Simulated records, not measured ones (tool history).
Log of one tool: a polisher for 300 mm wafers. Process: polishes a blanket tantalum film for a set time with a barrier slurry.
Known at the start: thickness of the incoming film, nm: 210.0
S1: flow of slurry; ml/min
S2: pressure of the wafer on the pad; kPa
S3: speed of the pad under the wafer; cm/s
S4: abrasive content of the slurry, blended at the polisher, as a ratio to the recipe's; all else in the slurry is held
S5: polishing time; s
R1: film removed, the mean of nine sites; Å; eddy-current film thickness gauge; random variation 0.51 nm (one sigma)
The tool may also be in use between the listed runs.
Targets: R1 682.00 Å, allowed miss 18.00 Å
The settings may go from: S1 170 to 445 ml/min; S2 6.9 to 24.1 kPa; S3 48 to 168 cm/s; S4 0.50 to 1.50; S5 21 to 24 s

run	hour	S1	S2	S3	S4	S5	R1
1	0.0	285	15.2	108	1.00	24	360.24
2	7.5	285	15.2	98	1.00	24	326.39
3	13.5	285	15.2	98	1.00	21	287.65
4	21.7	285	16.5	102	1.00	21	322.22
5	26.5	285	17.9	108	1.00	21	369.52
6	28.9	350	17.9	108	1.00	21	374.60
7	30.7	350	22.1	132	1.00	21	539.49
8	37.4	350	22.1	132	1.00	21	539.16
# hour 45.6: slurry blender recalibrated
9	45.6	350	22.1	134	1.00	21	601.14
10	54.4	350	23.4	136	1.00	21	637.64
11	56.1	350	23.4	136	1.00	21	648.34

5 next moves are on the table. One of them brings every result within its allowed miss. Which?
A	57.8	365	23.4	120	0.90	23	?
B	57.8	405	23.4	152	0.90	21	?
C	57.8	380	23.4	120	1.10	22	?
D	57.8	305	23.4	130	0.95	22	?
E	57.8	290	24.1	126	1.00	21	?

move	R1
A	609.70
B	681.47
C	637.49
D	628.63
E	612.47
A: further off than the last run
B: meets every target
C: further off than the last run
D: further off than the last run
E: further off than the last run
The right move is B.
